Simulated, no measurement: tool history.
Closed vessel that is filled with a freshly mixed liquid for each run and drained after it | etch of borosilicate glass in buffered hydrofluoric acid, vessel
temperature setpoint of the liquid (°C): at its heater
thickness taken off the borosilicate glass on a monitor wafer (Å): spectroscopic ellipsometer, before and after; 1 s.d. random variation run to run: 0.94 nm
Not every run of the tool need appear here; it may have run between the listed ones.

| run | day | temperature setpoint of the liquid (°C) | parts of 40 % ammonium fluoride to one part of 49 % hydrofluoric acid (parts by volume) | time in the liquid (s) | thickness taken off the borosilicate glass on a monitor wafer (Å) |
|---|---|---|---|---|---|
| 1 | 0.000 | 24.0 | 18.5 | 100 | 625.85 |
| 2 | 0.325 | 24.0 | 18.5 | 110 | 702.76 |
| 3 | 0.638 | 24.0 | 18.5 | 110 | 687.96 |
| 4 | 0.754 | 25.0 | 18.0 | 110 | 759.20 |
| 5 | 0.862 | 25.5 | 17.5 | 110 | 798.16 |
| 6 | 1.167 | 25.5 | 17.5 | 110 | 796.91 |
| 7 | 1.204 | 26.0 | 17.0 | 110 | 835.72 |
| 8 | 1.562 | 26.5 | 16.5 | 110 | 884.31 |
| 9 | 1.600 | 27.0 | 16.0 | 110 | 937.82 |
| 10 | 1.825 | 27.5 | 16.0 | 110 | 974.34 |
| 11 | 2.096 | 28.0 | 16.0 | 110 | 994.36 |
| 12 | 2.350 | 28.5 | 16.0 | 110 | 1025.50 |
| 13 | 2.425 | 29.0 | 16.0 | 110 | 1059.10 |

Run 14 is up next; what results do you expect?
| 14 | 2.621 | 29.5 | 16.0 | 110 | ? |

{"run 14": {"thickness taken off the borosilicate glass on a monitor wafer (Å)": 1081.6}}
